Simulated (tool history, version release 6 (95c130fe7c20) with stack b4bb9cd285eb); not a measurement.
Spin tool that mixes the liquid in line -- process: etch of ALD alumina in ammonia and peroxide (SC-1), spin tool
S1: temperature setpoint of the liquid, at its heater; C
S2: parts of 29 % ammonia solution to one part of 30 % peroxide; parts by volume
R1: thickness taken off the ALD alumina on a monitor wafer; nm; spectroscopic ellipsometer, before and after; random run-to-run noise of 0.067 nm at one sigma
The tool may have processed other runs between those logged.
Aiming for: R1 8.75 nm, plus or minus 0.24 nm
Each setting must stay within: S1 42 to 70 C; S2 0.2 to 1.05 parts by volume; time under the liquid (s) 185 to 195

{"run": 1, "day": 0.0, "S1": 58, "S2": 0.55, "time under the liquid (s)": 185, "R1": 15.372}
{"run": 2, "day": 0.158, "S1": 55, "S2": 0.55, "time under the liquid (s)": 185, "R1": 12.993}
{"run": 3, "day": 0.208, "S1": 53, "S2": 0.55, "time under the liquid (s)": 185, "R1": 11.693}
{"run": 4, "day": 0.383, "S1": 51.5, "S2": 0.55, "time under the liquid (s)": 185, "R1": 10.799}
{"run": 5, "day": 0.708, "S1": 51.5, "S2": 0.35, "time under the liquid (s)": 185, "R1": 10.351}
{"run": 6, "day": 0.946, "S1": 57.5, "S2": 0.35, "time under the liquid (s)": 185, "R1": 14.28}
{"run": 7, "day": 1.292, "S1": 55, "S2": 0.35, "time under the liquid (s)": 185, "R1": 12.555}
{"day": 1.558, "done": "new drum of ammonia solution connected"}
{"run": 8, "day": 1.558, "S1": 53, "S2": 0.35, "time under the liquid (s)": 185, "R1": 11.376}
{"run": 9, "day": 1.825, "S1": 51.5, "S2": 0.35, "time under the liquid (s)": 185, "R1": 10.391}
{"run": 10, "day": 1.975, "S1": 47.5, "S2": 0.35, "time under the liquid (s)": 185, "R1": 8.2674}

4 candidate next runs follow, results not yet known. Just one meets every target within its allowed miss. Identify it.
{"run": "A", "day": 2.125, "S1": 47.5, "S2": 0.45, "time under the liquid (s)": 195, "R1": "?"}
{"run": "B", "day": 2.125, "S1": 49.5, "S2": 0.2, "time under the liquid (s)": 190, "R1": "?"}
{"run": "C", "day": 2.125, "S1": 49.5, "S2": 0.35, "time under the liquid (s)": 185, "R1": "?"}
{"run": "D", "day": 2.125, "S1": 47.5, "S2": 0.35, "time under the liquid (s)": 190, "R1": "?"}

move=A R1=9.102
move=B R1=9.1751
move=C R1=9.4228
move=D R1=8.6592
A: takes the result that was furthest off past its target
B: takes the result that was furthest off past its target
C: takes the result that was furthest off past its target
D: every result within its allowed miss
Answer: D
